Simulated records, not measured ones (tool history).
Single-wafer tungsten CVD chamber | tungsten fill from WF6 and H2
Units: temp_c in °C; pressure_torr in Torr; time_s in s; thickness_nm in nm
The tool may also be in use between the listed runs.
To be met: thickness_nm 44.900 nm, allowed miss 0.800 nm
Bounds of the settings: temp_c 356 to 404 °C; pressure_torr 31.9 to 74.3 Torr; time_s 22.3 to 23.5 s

run  hour  temp_c  pressure_torr  time_s  thickness_nm
  1   0.0     380           53.1    23.5        57.705
  2   5.9     380           53.1    23.5        57.355
  3  12.5     377           53.0    23.5        53.935
  4  21.0     377           48.3    23.5        52.498
  5  27.8     375           48.2    23.5        50.354
  6  29.5     375           48.2    22.3        47.722
     33.0  -- thermocouple changed; heater temperature recalibrated
  7  33.0     374           48.2    22.3        50.329
  8  39.6     372           48.1    22.3        48.823

Which of these 4 next moves meets every target?
  A  46.2     365           56.5    23.5             ?
  B  46.2     371           61.7    22.4             ?
  C  46.2     379           47.5    22.3             ?
  D  46.2     369           44.1    22.5             ?

move  thickness_nm
   A        48.192
   B        53.212
   C        55.230
   D        45.081
A: nearer than the last run, and not there yet
B: further off than the last run
C: further off than the last run
D: meets every target
Move D is the one to make.
